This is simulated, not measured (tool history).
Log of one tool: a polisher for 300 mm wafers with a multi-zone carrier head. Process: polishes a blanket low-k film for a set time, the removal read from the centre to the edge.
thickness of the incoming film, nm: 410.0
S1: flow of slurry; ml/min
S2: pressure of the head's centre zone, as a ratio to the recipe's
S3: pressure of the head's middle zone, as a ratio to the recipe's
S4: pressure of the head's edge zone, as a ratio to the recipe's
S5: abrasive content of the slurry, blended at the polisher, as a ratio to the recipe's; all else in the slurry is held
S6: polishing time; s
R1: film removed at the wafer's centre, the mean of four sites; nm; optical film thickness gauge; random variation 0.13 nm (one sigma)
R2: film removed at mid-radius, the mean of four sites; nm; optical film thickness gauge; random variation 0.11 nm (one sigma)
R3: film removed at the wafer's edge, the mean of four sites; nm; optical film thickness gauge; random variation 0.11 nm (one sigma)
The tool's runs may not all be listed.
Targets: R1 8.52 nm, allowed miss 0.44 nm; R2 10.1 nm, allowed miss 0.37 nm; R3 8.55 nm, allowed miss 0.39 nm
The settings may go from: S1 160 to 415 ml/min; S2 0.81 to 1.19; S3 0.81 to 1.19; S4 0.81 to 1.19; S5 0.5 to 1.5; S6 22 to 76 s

run,hour,S1,S2,S3,S4,S5,S6,R1,R2,R3
1,0,265,1,1,1,1,49,13.568,14.307,14.048
2,2.5,265,0.99,1.01,0.98,0.9,47,12.272,13.154,12.707
3,8.6,265,0.99,1.01,0.98,0.9,42,10.947,11.629,11.243
4,13,265,0.92,1.01,0.98,0.9,42,10.289,11.54,11.14
5,17.9,265,0.92,1.02,0.96,0.85,42,10.024,11.424,10.822
6,23.1,265,0.92,1.03,0.94,0.8,42,9.8476,11.148,10.342
7,25.1,265,0.91,1.04,0.92,0.75,42,9.5155,11.07,9.9376
8,32.6,265,0.9,1.04,0.9,0.7,42,8.8734,10.726,9.5163
9,37.1,265,0.91,1.04,0.89,0.7,42,8.9857,10.705,9.3836
10,45.1,265,0.91,1.04,0.88,0.7,42,9.0433,10.371,9.3236
11,52.7,265,0.91,1.05,0.87,0.7,42,8.8319,10.802,9.2839
12,60.8,265,0.92,1.05,0.86,0.7,42,9.0801,10.885,9.5467
13,62.5,270,0.92,1.05,0.86,0.65,42,8.7122,10.208,9.1269

5 next moves are on the table. One of them brings every result within its allowed miss. Which?
A,64.2,230,1.01,1,0.87,0.65,41,?,?,?
B,64.2,230,1,1.08,0.86,0.85,36,?,?,?
C,64.2,200,1.19,1.1,0.88,0.9,31,?,?,?
D,64.2,195,1.16,1.11,0.89,0.6,39,?,?,?
E,64.2,190,0.94,1.07,0.81,0.75,39,?,?,?

move,R1,R2,R3
A,9.1083,9.3564,8.8501
B,9.1064,10.082,8.879
C,9.4419,8.9195,7.8448
D,9.3407,9.1274,8.0079
E,8.5037,9.9674,8.6743
A: brings the result that was furthest off to its target, and leaves another outside
B: brings the result that was furthest off to its target, and leaves another outside
C: takes the result that was furthest off past its target
D: takes the result that was furthest off past its target
E: meets every target
Answer: E
